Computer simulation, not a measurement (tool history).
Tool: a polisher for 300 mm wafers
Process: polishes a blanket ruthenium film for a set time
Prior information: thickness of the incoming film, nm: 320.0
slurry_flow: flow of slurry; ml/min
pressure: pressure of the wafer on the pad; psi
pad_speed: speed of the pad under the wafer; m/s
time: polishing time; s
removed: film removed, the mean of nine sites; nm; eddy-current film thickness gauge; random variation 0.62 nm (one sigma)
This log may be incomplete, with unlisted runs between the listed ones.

Run 1, hour 0: slurry_flow 320 ml/min, pressure 1.5 psi, pad_speed 0.9 m/s, time 34 s. Result: removed 30.434 nm.
Run 2, hour 5.7: slurry_flow 320 ml/min, pressure 1.7 psi, pad_speed 0.94 m/s, time 34 s. Result: removed 36.74 nm.
Run 3, hour 13.9: slurry_flow 320 ml/min, pressure 1.5 psi, pad_speed 0.94 m/s, time 34 s. Result: removed 32.25 nm.
Run 4, hour 17.2: slurry_flow 320 ml/min, pressure 1.5 psi, pad_speed 0.94 m/s, time 30 s. Result: removed 28.249 nm.
Run 5, hour 18.4: slurry_flow 320 ml/min, pressure 1.7 psi, pad_speed 0.98 m/s, time 30 s. Result: removed 33.11 nm.
Run 6, hour 19.5: slurry_flow 320 ml/min, pressure 1.9 psi, pad_speed 0.98 m/s, time 30 s. Result: removed 36.759 nm.
Run 7, hour 23: slurry_flow 320 ml/min, pressure 2 psi, pad_speed 1.06 m/s, time 30 s. Result: removed 41.964 nm.
Run 8, hour 27.3: slurry_flow 320 ml/min, pressure 2.1 psi, pad_speed 1.12 m/s, time 30 s. Result: removed 46.063 nm.
Run 9, hour 29.9: slurry_flow 320 ml/min, pressure 2.1 psi, pad_speed 1.16 m/s, time 30 s. Result: removed 48.298 nm.

For run 10, what comes out?
Run 10, hour 31.6: slurry_flow 320 ml/min, pressure 2.1 psi, pad_speed 1.2 m/s, time 30 s. Result: removed ?.

removed: 49.028 nm
